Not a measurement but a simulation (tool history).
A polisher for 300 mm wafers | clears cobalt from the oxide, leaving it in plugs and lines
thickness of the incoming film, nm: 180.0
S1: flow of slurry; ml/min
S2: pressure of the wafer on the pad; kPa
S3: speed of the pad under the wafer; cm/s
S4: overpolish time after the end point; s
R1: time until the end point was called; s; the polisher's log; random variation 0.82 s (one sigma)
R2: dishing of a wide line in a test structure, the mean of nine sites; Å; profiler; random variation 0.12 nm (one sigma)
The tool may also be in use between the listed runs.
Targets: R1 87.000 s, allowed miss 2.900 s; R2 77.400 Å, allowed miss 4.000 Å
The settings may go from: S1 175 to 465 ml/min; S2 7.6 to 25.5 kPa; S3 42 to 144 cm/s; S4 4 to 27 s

run,hour,S1,S2,S3,S4,R1,R2
1,0.0,295,16.5,92,14,31.961,89.111
2,5.6,350,16.5,92,14,31.309,88.251
3,11.7,375,14.5,80,13,39.736,88.860
4,16.6,395,13.1,72,13,49.344,87.548
5,22.6,410,11.7,68,15,57.229,89.095
6,31.3,340,11.7,68,15,59.454,89.461
7,33.6,370,11.0,64,12,65.524,87.150
8,38.4,370,10.3,64,10,68.119,83.595
9,44.8,355,9.7,64,9,74.086,81.546

5 next moves are on the table. One of them brings every result within its allowed miss. Which?
A,51.2,435,13.1,42,24,?,?
B,51.2,440,9.7,50,18,?,?
C,51.2,360,10.3,50,9,?,?
D,51.2,415,7.6,68,17,?,?
E,51.2,370,11.0,44,23,?,?

move,R1,R2
A,81.992,89.588
B,93.110,86.224
C,88.448,75.369
D,87.533,86.042
E,93.617,88.604
A: nearer than the last run, and not there yet
B: takes the result that was furthest off past its target
C: meets every target
D: brings the result that was furthest off to its target, and leaves another outside
E: takes the result that was furthest off past its target
Answer: C
